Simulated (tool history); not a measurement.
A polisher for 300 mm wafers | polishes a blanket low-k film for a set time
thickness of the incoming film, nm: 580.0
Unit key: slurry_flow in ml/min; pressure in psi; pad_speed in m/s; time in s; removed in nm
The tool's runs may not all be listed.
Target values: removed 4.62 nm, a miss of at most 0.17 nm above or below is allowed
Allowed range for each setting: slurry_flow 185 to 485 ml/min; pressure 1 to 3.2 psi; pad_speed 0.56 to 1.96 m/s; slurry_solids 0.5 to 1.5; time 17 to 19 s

{"run": 1, "hour": 0.0, "slurry_flow": 310, "pressure": 2.1, "pad_speed": 1.26, "slurry_solids": 1, "time": 19, "removed": 9.8043}
{"run": 2, "hour": 1.3, "slurry_flow": 310, "pressure": 1.9, "pad_speed": 1.26, "slurry_solids": 1, "time": 19, "removed": 8.7808}
{"run": 3, "hour": 8.5, "slurry_flow": 310, "pressure": 1.9, "pad_speed": 1.02, "slurry_solids": 1, "time": 19, "removed": 7.5054}
{"run": 4, "hour": 16.9, "slurry_flow": 310, "pressure": 1.9, "pad_speed": 0.88, "slurry_solids": 1, "time": 19, "removed": 6.7468}
{"run": 5, "hour": 25.7, "slurry_flow": 310, "pressure": 1.9, "pad_speed": 0.88, "slurry_solids": 1.15, "time": 19, "removed": 7.1262}
{"run": 6, "hour": 34.0, "slurry_flow": 310, "pressure": 1.6, "pad_speed": 0.86, "slurry_solids": 1.15, "time": 19, "removed": 5.9311}
{"run": 7, "hour": 41.0, "slurry_flow": 310, "pressure": 1.5, "pad_speed": 0.86, "slurry_solids": 1.15, "time": 19, "removed": 5.6717}
{"run": 8, "hour": 43.8, "slurry_flow": 310, "pressure": 1.4, "pad_speed": 0.86, "slurry_solids": 1.15, "time": 19, "removed": 5.2266}
{"run": 9, "hour": 52.7, "slurry_flow": 310, "pressure": 1.3, "pad_speed": 0.86, "slurry_solids": 1.15, "time": 19, "removed": 4.9262}

Consider the 5 candidate settings below. Which is the only one whose results all fall within their allowed miss of target?
{"run": "A", "hour": 61.6, "slurry_flow": 360, "pressure": 1.1, "pad_speed": 1.02, "slurry_solids": 1.2, "time": 18, "removed": "?"}
{"run": "B", "hour": 61.6, "slurry_flow": 285, "pressure": 1.5, "pad_speed": 0.86, "slurry_solids": 1.2, "time": 18, "removed": "?"}
{"run": "C", "hour": 61.6, "slurry_flow": 350, "pressure": 1.1, "pad_speed": 1, "slurry_solids": 1.35, "time": 19, "removed": "?"}
{"run": "D", "hour": 61.6, "slurry_flow": 265, "pressure": 1.4, "pad_speed": 0.9, "slurry_solids": 1.1, "time": 19, "removed": "?"}
{"run": "E", "hour": 61.6, "slurry_flow": 320, "pressure": 1.1, "pad_speed": 1.02, "slurry_solids": 1.15, "time": 17, "removed": "?"}

move=A removed=4.652
move=B removed=5.3835
move=C removed=5.0662
move=D removed=5.2758
move=E removed=4.2802
A: meets every target
B: moves away from the targets compared with the last run
C: moves away from the targets compared with the last run
D: moves away from the targets compared with the last run
E: moves the result that the last run missed by most past its target, out the other side
Move A is the one to make.

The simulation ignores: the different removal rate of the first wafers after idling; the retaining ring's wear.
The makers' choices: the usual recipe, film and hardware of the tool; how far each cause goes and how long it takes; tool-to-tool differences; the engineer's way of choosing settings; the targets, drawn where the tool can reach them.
